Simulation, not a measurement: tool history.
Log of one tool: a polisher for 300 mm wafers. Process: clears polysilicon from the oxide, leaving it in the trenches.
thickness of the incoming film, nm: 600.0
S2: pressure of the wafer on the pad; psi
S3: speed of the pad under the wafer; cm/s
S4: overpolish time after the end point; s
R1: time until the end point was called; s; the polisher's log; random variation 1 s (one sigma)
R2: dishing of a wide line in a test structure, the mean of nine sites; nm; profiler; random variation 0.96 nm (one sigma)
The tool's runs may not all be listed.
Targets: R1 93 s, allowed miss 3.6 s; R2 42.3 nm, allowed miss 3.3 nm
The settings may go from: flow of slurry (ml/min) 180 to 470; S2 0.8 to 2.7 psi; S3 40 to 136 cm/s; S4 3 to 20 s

Run 1, hour 0: flow of slurry (ml/min) 300, S2 1.7 psi, S3 88 cm/s, S4 10 s. Result: R1 74.493 s, R2 39.825 nm.
Run 2, hour 8.9: flow of slurry (ml/min) 300, S2 1.6 psi, S3 88 cm/s, S4 10 s. Result: R1 80.669 s, R2 38.691 nm.
Run 3, hour 16.2: flow of slurry (ml/min) 300, S2 1.6 psi, S3 88 cm/s, S4 8 s. Result: R1 79.497 s, R2 36.402 nm.
Run 4, hour 25: flow of slurry (ml/min) 240, S2 1.6 psi, S3 88 cm/s, S4 8 s. Result: R1 81.432 s, R2 34.143 nm.
Run 5, hour 26.7: flow of slurry (ml/min) 240, S2 1.6 psi, S3 88 cm/s, S4 4 s. Result: R1 81.045 s, R2 21.431 nm.
Run 6, hour 34.4: flow of slurry (ml/min) 240, S2 1.6 psi, S3 88 cm/s, S4 5 s. Result: R1 81.747 s, R2 25.842 nm.
Run 7, hour 42.9: flow of slurry (ml/min) 240, S2 1.6 psi, S3 88 cm/s, S4 5 s. Result: R1 82.191 s, R2 25.707 nm.
Run 8, hour 46.6: flow of slurry (ml/min) 240, S2 1.6 psi, S3 88 cm/s, S4 6 s. Result: R1 80.871 s, R2 29.729 nm.
Run 9, hour 48.6: flow of slurry (ml/min) 235, S2 1.6 psi, S3 88 cm/s, S4 7 s. Result: R1 81.722 s, R2 32.699 nm.
Run 10, hour 54.5: flow of slurry (ml/min) 230, S2 1.6 psi, S3 88 cm/s, S4 7 s. Result: R1 80.425 s, R2 32.943 nm.
Run 11, hour 58.9: flow of slurry (ml/min) 225, S2 1.6 psi, S3 88 cm/s, S4 7 s. Result: R1 83.13 s, R2 33.123 nm.
Run 12, hour 65.4: flow of slurry (ml/min) 225, S2 1.6 psi, S3 88 cm/s, S4 7 s. Result: R1 80.677 s, R2 31.576 nm.
Run 13, hour 72.5: flow of slurry (ml/min) 220, S2 1.4 psi, S3 88 cm/s, S4 9 s. Result: R1 92.878 s, R2 35.136 nm.

5 next moves are on the table. One of them brings every result within its allowed miss. Which?
Run A, hour 79.6: flow of slurry (ml/min) 285, S2 1.3 psi, S3 88 cm/s, S4 7 s. Result: R1 ?, R2 ?.
Run B, hour 79.6: flow of slurry (ml/min) 230, S2 1.7 psi, S3 70 cm/s, S4 9 s. Result: R1 ?, R2 ?.
Run C, hour 79.6: flow of slurry (ml/min) 205, S2 1.4 psi, S3 90 cm/s, S4 12 s. Result: R1 ?, R2 ?.
Run D, hour 79.6: flow of slurry (ml/min) 205, S2 1.4 psi, S3 92 cm/s, S4 7 s. Result: R1 ?, R2 ?.
Run E, hour 79.6: flow of slurry (ml/min) 225, S2 1.4 psi, S3 88 cm/s, S4 6 s. Result: R1 ?, R2 ?.

move      R1      R2
   A  96.302   28.75
   B  95.075  33.991
   C  90.901  40.591
   D  88.982  30.295
   E  91.921  26.698
A: further off than the last run
B: further off than the last run
C: meets every target
D: further off than the last run
E: further off than the last run
Answer: C
